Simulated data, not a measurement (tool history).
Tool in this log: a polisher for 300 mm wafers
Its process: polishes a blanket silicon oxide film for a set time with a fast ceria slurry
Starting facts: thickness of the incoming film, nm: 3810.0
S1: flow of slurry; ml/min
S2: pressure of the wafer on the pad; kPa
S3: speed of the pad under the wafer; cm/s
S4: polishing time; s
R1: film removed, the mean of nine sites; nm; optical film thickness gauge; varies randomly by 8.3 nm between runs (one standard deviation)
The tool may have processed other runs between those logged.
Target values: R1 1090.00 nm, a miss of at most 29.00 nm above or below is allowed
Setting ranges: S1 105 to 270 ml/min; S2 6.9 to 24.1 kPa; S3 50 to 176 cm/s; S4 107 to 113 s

| run | hour | S1 | S2 | S3 | S4 | R1 |
|---|---|---|---|---|---|---|
| 1 | 0.0 | 175 | 15.2 | 112 | 107 | 1519.50 |
| 2 | 8.8 | 170 | 13.8 | 112 | 107 | 1387.20 |
| 3 | 15.4 | 170 | 17.2 | 112 | 107 | 1717.80 |
| 4 | 18.8 | 170 | 17.2 | 112 | 113 | 1810.70 |
| 5 | 26.3 | 170 | 17.2 | 112 | 113 | 1797.20 |
| 6 | 34.5 | 170 | 17.2 | 112 | 107 | 1704.50 |
| 7 | 40.5 | 165 | 15.2 | 112 | 107 | 1518.20 |
| 8 | 44.5 | 165 | 13.8 | 112 | 107 | 1365.00 |
| 9 | 49.5 | 155 | 13.1 | 112 | 107 | 1288.10 |
| 10 | 51.6 | 145 | 12.4 | 112 | 107 | 1199.60 |
| 11 | 54.3 | 135 | 12.4 | 112 | 107 | 1195.10 |
| 12 | 56.1 | 135 | 12.4 | 112 | 107 | 1205.60 |
| 13 | 59.3 | 130 | 12.4 | 112 | 107 | 1183.00 |
| 14 | 66.5 | 125 | 12.4 | 112 | 107 | 1174.60 |
| 15 | 68.5 | 115 | 11.0 | 112 | 107 | 1024.90 |
| 16 | 73.2 | 120 | 11.0 | 112 | 107 | 1053.70 |
| 17 | 81.8 | 125 | 11.0 | 112 | 107 | 1055.40 |
| 18 | 85.1 | 135 | 11.7 | 112 | 107 | 1126.90 |

Which of these 4 next moves meets every target?
| A | 88.4 | 125 | 9.7 | 132 | 107 | ? |
| B | 88.4 | 115 | 12.4 | 102 | 107 | ? |
| C | 88.4 | 115 | 11.7 | 106 | 107 | ? |
| D | 88.4 | 140 | 7.6 | 142 | 113 | ? |

| move | R1 |
|---|---|
| A | 1076.90 |
| B | 1044.20 |
| C | 1025.80 |
| D | 997.13 |
A: every result within its allowed miss
B: takes the biggest miss from the last run beyond its target
C: takes the biggest miss from the last run beyond its target
D: takes the biggest miss from the last run beyond its target
Correct choice: A, which meets every target
